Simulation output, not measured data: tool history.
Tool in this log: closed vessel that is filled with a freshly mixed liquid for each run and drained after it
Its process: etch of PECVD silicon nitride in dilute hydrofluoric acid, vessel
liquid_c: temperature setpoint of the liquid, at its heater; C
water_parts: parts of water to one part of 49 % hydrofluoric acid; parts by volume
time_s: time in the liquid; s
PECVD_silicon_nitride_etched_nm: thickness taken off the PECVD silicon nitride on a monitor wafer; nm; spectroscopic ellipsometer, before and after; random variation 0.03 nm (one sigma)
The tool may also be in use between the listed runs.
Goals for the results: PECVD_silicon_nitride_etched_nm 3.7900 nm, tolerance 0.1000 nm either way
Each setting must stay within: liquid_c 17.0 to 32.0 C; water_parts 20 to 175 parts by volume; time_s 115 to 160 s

run  hour  liquid_c  water_parts  time_s  PECVD_silicon_nitride_etched_nm
  1   0.0      24.0           95     160                           2.7690
  2   4.9      25.0           95     160                           2.9032
  3  11.8      25.0          125     160                           2.2500
  4  16.0      25.0          100     160                           2.7816
  5  25.0      25.0          120     160                           2.3071
  6  29.4      22.0          120     160                           1.9115
  7  38.2      26.0          110     160                           2.7336
  8  45.8      30.0          110     160                           3.4742
  9  53.5      30.5          110     160                           3.6507

Of the 5 settings listed for the next run, only one would bring every result within its allowed miss of target. Which one?
  A  61.2      31.5          105     140                                ?
  B  61.2      30.5          110     150                                ?
  C  61.2      30.5          105     150                                ?
  D  61.2      31.5          100     145                                ?
  E  61.2      32.0          115     155                                ?

move  PECVD_silicon_nitride_etched_nm
   A                           3.5173
   B                           3.3801
   C                           3.5430
   D                           3.8277
   E                           3.6602
A: moves away from the targets compared with the last run
B: moves away from the targets compared with the last run
C: moves away from the targets compared with the last run
D: meets every target
E: nearer than the last run, and not there yet
The move that meets every target is D.

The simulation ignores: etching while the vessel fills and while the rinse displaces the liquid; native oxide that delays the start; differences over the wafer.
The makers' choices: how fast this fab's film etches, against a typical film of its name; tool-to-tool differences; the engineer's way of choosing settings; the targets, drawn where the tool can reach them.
